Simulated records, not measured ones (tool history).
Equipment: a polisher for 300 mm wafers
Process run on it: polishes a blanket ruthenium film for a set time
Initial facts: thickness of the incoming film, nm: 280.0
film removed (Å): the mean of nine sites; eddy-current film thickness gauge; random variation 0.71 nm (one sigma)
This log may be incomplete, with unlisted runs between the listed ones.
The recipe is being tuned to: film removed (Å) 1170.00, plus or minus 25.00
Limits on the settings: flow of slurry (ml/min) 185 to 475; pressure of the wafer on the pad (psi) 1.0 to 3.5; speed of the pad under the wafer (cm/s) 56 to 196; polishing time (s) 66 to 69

| run | hour | flow of slurry (ml/min) | pressure of the wafer on the pad (psi) | speed of the pad under the wafer (cm/s) | polishing time (s) | film removed (Å) |
|---|---|---|---|---|---|---|
| 1 | 0.0 | 305 | 2.2 | 126 | 66 | 784.65 |
| 2 | 8.8 | 305 | 1.8 | 126 | 66 | 656.97 |
| 3 | 15.5 | 305 | 1.6 | 126 | 66 | 583.38 |
| 4 | 20.1 | 310 | 2.0 | 126 | 66 | 731.02 |
| 5 | 27.5 | 310 | 2.0 | 156 | 66 | 845.02 |
| 6 | 36.4 | 310 | 2.0 | 156 | 69 | 888.17 |
| 7 | 40.9 | 320 | 2.2 | 156 | 69 | 965.67 |
| 8 | 48.3 | 320 | 2.3 | 156 | 69 | 1013.10 |
| 9 | 51.9 | 320 | 2.4 | 156 | 69 | 1067.60 |
| 10 | 58.9 | 320 | 2.4 | 156 | 69 | 1058.50 |
| 11 | 61.5 | 320 | 2.5 | 156 | 69 | 1094.30 |

Which single option among these 4 for the next run brings every result within its allowed miss of target? Just one does.
| A | 64.1 | 345 | 2.9 | 152 | 67 | ? |
| B | 64.1 | 325 | 2.4 | 158 | 67 | ? |
| C | 64.1 | 325 | 2.6 | 168 | 66 | ? |
| D | 64.1 | 250 | 2.6 | 158 | 68 | ? |

| move | film removed (Å) |
|---|---|
| A | 1235.60 |
| B | 1052.20 |
| C | 1174.00 |
| D | 1123.00 |
A: moves the result that the last run missed by most past its target, out the other side
B: misses by more than the last run did
C: all results land within tolerance of their targets
D: nearer the targets than the last run, but a result is still out of spec
Move C is the one to make.

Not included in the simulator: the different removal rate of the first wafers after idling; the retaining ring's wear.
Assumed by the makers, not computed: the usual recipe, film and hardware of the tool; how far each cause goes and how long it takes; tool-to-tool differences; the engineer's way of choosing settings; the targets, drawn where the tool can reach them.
